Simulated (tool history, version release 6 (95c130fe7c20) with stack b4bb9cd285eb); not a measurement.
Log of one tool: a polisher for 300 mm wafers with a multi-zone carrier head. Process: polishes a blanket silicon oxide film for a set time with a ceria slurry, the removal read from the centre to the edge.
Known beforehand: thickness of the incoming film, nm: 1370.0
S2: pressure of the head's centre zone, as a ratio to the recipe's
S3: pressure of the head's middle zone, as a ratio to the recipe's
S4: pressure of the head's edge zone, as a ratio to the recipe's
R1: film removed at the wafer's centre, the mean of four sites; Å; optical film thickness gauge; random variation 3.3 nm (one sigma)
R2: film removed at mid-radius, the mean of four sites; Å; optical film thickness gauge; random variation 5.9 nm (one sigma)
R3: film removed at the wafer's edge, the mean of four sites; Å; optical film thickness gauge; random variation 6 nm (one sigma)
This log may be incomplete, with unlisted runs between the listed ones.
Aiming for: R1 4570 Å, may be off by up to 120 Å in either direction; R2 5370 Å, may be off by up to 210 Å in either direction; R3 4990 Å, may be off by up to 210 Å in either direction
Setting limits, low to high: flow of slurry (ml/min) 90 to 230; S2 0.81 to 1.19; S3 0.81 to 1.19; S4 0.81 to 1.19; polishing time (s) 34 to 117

Run 1, day 0: flow of slurry (ml/min) 150, S2 1, S3 1, S4 1, polishing time (s) 75. Result: R1 3616.5 Å, R2 3636 Å, R3 3660 Å.
Run 2, day 0.362: flow of slurry (ml/min) 155, S2 1, S3 1.02, S4 1.02, polishing time (s) 77. Result: R1 3730 Å, R2 3840.2 Å, R3 3826.6 Å.
Run 3, day 0.467: flow of slurry (ml/min) 160, S2 1, S3 1.04, S4 1.04, polishing time (s) 79. Result: R1 3841.4 Å, R2 4020 Å, R3 3980 Å.
Run 4, day 0.6: flow of slurry (ml/min) 160, S2 1, S3 1.04, S4 1.09, polishing time (s) 79. Result: R1 3812 Å, R2 3970 Å, R3 4042.3 Å.
Run 5, day 0.888: flow of slurry (ml/min) 160, S2 1, S3 0.97, S4 1.09, polishing time (s) 79. Result: R1 3869.2 Å, R2 3667.9 Å, R3 4101.6 Å.
Run 6, day 1.238: flow of slurry (ml/min) 165, S2 1, S3 1, S4 1.1, polishing time (s) 81. Result: R1 3938.8 Å, R2 3978.1 Å, R3 4127.7 Å.
Run 7, day 1.496: flow of slurry (ml/min) 160, S2 1, S3 1.02, S4 1.11, polishing time (s) 83. Result: R1 4015.1 Å, R2 4068.7 Å, R3 4220.4 Å.
Run 8, day 1.729: flow of slurry (ml/min) 170, S2 0.99, S3 1.03, S4 1.12, polishing time (s) 84. Result: R1 4060.1 Å, R2 4264.7 Å, R3 4489 Å.
Run 9, day 2.108: flow of slurry (ml/min) 175, S2 1, S3 1.05, S4 1.12, polishing time (s) 84. Result: R1 4056.7 Å, R2 4203.3 Å, R3 4397.5 Å.

Consider the 5 candidate settings below. Which is the only one whose results all fall within their allowed miss of target?
Run A, day 2.488: flow of slurry (ml/min) 110, S2 1.02, S3 1.19, S4 1.01, polishing time (s) 92. Result: R1 ?, R2 ?, R3 ?.
Run B, day 2.488: flow of slurry (ml/min) 140, S2 0.96, S3 1.1, S4 1.01, polishing time (s) 93. Result: R1 ?, R2 ?, R3 ?.
Run C, day 2.488: flow of slurry (ml/min) 210, S2 0.97, S3 0.86, S4 1.19, polishing time (s) 89. Result: R1 ?, R2 ?, R3 ?.
Run D, day 2.488: flow of slurry (ml/min) 170, S2 1.13, S3 0.99, S4 1.15, polishing time (s) 78. Result: R1 ?, R2 ?, R3 ?.
Run E, day 2.488: flow of slurry (ml/min) 195, S2 0.91, S3 1.08, S4 0.97, polishing time (s) 100. Result: R1 ?, R2 ?, R3 ?.

move      R1      R2      R3
   A    4349  4790.4  4304.8
   B  4295.5  4682.5  4462.3
   C  4391.3  3832.4    4829
   D    4366  3679.2  4073.7
   E  4588.9  5171.6  4853.1
A: nearer the targets than the last run, but a result is still out of spec
B: nearer the targets than the last run, but a result is still out of spec
C: moves away from the targets compared with the last run
D: moves away from the targets compared with the last run
E: every result lands within tolerance
Move E is the one to make.
